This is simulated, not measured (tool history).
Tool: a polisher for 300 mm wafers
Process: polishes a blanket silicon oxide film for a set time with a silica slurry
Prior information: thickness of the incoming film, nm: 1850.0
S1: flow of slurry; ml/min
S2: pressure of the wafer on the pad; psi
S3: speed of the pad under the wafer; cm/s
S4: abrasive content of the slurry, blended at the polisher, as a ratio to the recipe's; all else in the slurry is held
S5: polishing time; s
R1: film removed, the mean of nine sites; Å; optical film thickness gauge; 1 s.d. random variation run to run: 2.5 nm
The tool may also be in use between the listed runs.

Run 1, hour 0.0: S1 230 ml/min, S2 5.5 psi, S3 140 cm/s, S4 1.0, S5 72 s. Result: R1 3732.8 Å.
Run 2, hour 0.6: S1 230 ml/min, S2 4.2 psi, S3 140 cm/s, S4 1.0, S5 72 s. Result: R1 3076.5 Å.
Run 3, hour 1.9: S1 230 ml/min, S2 4.1 psi, S3 140 cm/s, S4 1.0, S5 72 s. Result: R1 3002.3 Å.
Run 4, hour 8.8: S1 230 ml/min, S2 4.1 psi, S3 168 cm/s, S4 1.0, S5 72 s. Result: R1 3503.8 Å.
Run 5, hour 13.9: S1 230 ml/min, S2 3.8 psi, S3 168 cm/s, S4 1.0, S5 72 s. Result: R1 3380.9 Å.
Run 6, hour 17.2: S1 175 ml/min, S2 3.8 psi, S3 168 cm/s, S4 1.0, S5 72 s. Result: R1 3259.0 Å.

Expected results for the next run?
Run 7, hour 19.5: S1 175 ml/min, S2 3.8 psi, S3 168 cm/s, S4 1.0, S5 72 s. Result: R1 ?.

R1: 3240.9 Å
